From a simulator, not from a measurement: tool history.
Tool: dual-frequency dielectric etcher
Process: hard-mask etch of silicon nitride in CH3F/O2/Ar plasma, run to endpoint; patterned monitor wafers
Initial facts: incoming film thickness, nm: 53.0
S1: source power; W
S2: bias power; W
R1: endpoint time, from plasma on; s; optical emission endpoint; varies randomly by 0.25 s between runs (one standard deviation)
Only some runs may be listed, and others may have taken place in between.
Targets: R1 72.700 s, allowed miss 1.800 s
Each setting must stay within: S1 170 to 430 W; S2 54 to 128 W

| run | hour | S1 | S2 | R1 |
|---|---|---|---|---|
| 1 | 0.0 | 300 | 91 | 81.628 |
| 2 | 1.5 | 340 | 91 | 79.478 |
| 3 | 2.7 | 370 | 91 | 77.482 |
| 4 | 7.4 | 340 | 91 | 79.446 |
| 5 | 8.4 | 350 | 92 | 78.152 |
| 6 | 11.1 | 360 | 93 | 78.008 |
| 7 | 17.5 | 370 | 95 | 76.478 |
| 8 | 20.5 | 370 | 95 | 75.878 |
| 9 | 26.9 | 390 | 97 | 74.738 |

4 candidate next runs follow, results not yet known. Just one meets every target within its allowed miss. Identify it.
| A | 33.3 | 390 | 88 | ? |
| B | 33.3 | 340 | 97 | ? |
| C | 33.3 | 380 | 95 | ? |
| D | 33.3 | 360 | 111 | ? |

| move | R1 |
|---|---|
| A | 77.339 |
| B | 77.452 |
| C | 75.756 |
| D | 72.547 |
A: misses by more than the last run did
B: misses by more than the last run did
C: misses by more than the last run did
D: hits every target within its allowed miss
Go with D: it meets all targets.
